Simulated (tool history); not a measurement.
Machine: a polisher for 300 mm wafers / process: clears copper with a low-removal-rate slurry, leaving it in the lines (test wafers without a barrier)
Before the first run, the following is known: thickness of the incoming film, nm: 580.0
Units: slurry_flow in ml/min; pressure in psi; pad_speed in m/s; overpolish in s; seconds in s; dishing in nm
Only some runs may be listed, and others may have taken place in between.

{"run": 1, "hour": 0.0, "slurry_flow": 225, "pressure": 3.9, "pad_speed": 1.36, "slurry_solids": 1.0, "overpolish": 23, "seconds": 105.58, "dishing": 68.824}
{"run": 2, "hour": 8.8, "slurry_flow": 195, "pressure": 3.9, "pad_speed": 1.36, "slurry_solids": 1.0, "overpolish": 23, "seconds": 110.62, "dishing": 69.681}
{"run": 3, "hour": 13.0, "slurry_flow": 215, "pressure": 3.5, "pad_speed": 1.36, "slurry_solids": 1.0, "overpolish": 19, "seconds": 119.4, "dishing": 57.771}
{"run": 4, "hour": 16.4, "slurry_flow": 215, "pressure": 3.5, "pad_speed": 1.36, "slurry_solids": 0.9, "overpolish": 19, "seconds": 120.97, "dishing": 56.825}
{"run": 5, "hour": 21.5, "slurry_flow": 240, "pressure": 3.5, "pad_speed": 1.36, "slurry_solids": 0.9, "overpolish": 19, "seconds": 119.9, "dishing": 57.276}
{"run": 6, "hour": 23.0, "slurry_flow": 245, "pressure": 3.3, "pad_speed": 1.36, "slurry_solids": 0.9, "overpolish": 16, "seconds": 121.09, "dishing": 49.226}
{"run": 7, "hour": 30.0, "slurry_flow": 245, "pressure": 3.1, "pad_speed": 1.36, "slurry_solids": 0.9, "overpolish": 15, "seconds": 131.91, "dishing": 45.231}
{"run": 8, "hour": 38.3, "slurry_flow": 245, "pressure": 2.9, "pad_speed": 1.36, "slurry_solids": 0.9, "overpolish": 12, "seconds": 137.6, "dishing": 35.66}

Run 9 is up next; what results do you expect?
{"run": 9, "hour": 47.0, "slurry_flow": 245, "pressure": 3.0, "pad_speed": 1.34, "slurry_solids": 0.85, "overpolish": 13, "seconds": "?", "dishing": "?"}

{"run 9": {"seconds": 137.25, "dishing": 38.147}}
